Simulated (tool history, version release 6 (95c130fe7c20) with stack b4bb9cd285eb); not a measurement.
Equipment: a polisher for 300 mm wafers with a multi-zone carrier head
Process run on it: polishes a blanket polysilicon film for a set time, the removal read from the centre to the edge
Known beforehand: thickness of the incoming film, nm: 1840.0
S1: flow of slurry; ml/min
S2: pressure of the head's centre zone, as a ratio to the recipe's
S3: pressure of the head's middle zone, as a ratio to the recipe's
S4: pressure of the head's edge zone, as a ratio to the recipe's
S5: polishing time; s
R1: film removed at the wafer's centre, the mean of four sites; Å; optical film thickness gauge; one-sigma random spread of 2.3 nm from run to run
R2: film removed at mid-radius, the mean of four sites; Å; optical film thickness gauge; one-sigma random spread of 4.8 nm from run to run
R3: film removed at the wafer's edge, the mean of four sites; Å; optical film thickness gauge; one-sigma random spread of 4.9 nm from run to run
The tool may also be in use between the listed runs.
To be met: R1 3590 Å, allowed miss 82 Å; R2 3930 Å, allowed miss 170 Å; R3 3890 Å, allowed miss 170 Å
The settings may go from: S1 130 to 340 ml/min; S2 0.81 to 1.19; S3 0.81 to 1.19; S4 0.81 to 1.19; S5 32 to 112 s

run,hour,S1,S2,S3,S4,S5,R1,R2,R3
1,0,220,1,1,1,72,4299.2,4278.7,4208
2,4.8,185,1,1,1,72,4208.6,4172.4,4239.8
3,5.7,225,1,1,1,72,4262.4,4279.5,4401.1
4,7.9,215,0.98,1,0.99,72,4147.9,4286.8,4335.8
5,14.1,215,0.98,1.08,0.99,72,4226.1,4480.6,4223.9
6,20.2,210,0.97,1.07,0.98,71,4088.3,4377.5,4202.3
7,25.9,205,0.96,1.06,0.97,70,3928.9,4329.7,4067.4
8,30.2,160,0.92,0.96,0.97,69,3684.1,3814.2,3958.5

Of the 5 settings listed for the next run, only one would bring every result within its allowed miss of target. Which one?
A,34.5,135,0.95,0.93,0.94,68,?,?,?
B,34.5,190,0.89,1,0.94,68,?,?,?
C,34.5,190,0.9,1.19,0.86,64,?,?,?
D,34.5,160,0.97,1.07,0.87,64,?,?,?
E,34.5,135,0.93,0.82,0.99,69,?,?,?

move,R1,R2,R3
A,3683.6,3648.1,3739.6
B,3559.4,3985.5,3812.7
C,3392.5,4348.3,3436.4
D,3599.2,3914.9,3424.6
E,3655.6,3339.6,3894.8
A: misses by more than the last run did
B: every result lands within tolerance
C: takes the biggest miss from the last run beyond its target
D: brings the result that was furthest off to its target, and leaves another outside
E: brings the result that was furthest off to its target, and leaves another outside
Move B is the one to make.

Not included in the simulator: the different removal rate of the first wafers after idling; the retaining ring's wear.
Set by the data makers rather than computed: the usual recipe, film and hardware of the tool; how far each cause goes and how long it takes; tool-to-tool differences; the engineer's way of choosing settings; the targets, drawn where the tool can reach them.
